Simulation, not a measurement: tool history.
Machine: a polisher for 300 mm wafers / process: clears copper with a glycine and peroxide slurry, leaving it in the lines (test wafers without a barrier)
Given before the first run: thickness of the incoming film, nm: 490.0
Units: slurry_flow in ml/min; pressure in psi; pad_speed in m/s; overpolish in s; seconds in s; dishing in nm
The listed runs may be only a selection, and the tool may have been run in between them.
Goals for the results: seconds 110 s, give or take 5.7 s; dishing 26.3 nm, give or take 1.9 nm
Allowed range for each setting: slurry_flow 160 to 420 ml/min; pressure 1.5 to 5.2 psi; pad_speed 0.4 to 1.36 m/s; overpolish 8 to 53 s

run,day,slurry_flow,pressure,pad_speed,overpolish,seconds,dishing
1,0,270,3.3,0.88,27,82.308,81.139
2,0.054,240,2.8,0.9,22,90.527,69.214
3,0.083,240,2.8,1.08,22,76.736,70.759
4,0.379,240,2.8,1.08,32,77.773,85.201
5,0.717,220,2.4,1.06,26,90.141,73.364
6,0.758,220,2.4,1.16,26,84.195,75.989
7,1.112,275,2.2,1.08,21,88.579,62.999
8,1.221,315,2,1.02,17,97.833,51.587
9,1.4,345,1.9,1,15,99.296,46.464
10,1.504,365,1.8,0.98,13,105.97,39.684
11,1.829,365,1.8,0.98,13,103.99,39.249
12,2,380,1.7,0.96,12,111.85,35.12
13,2.121,390,1.6,0.96,11,113.71,33.372
14,2.458,400,1.6,0.96,10,111.33,30.987

4 next moves are on the table. One of them brings every result within its allowed miss. Which?
A,2.796,395,1.5,1.02,16,?,?
B,2.796,390,2.3,0.8,14,?,?
C,2.796,290,1.5,1.12,8,?,?
D,2.796,395,1.8,0.94,12,?,?

move,seconds,dishing
A,113.26,44.529
B,108.06,42.968
C,108.35,26.356
D,109.54,37.005
A: its largest miss is bigger than the last run's
B: its largest miss is bigger than the last run's
C: meets every target
D: its largest miss is bigger than the last run's
Correct choice: C, which meets every target
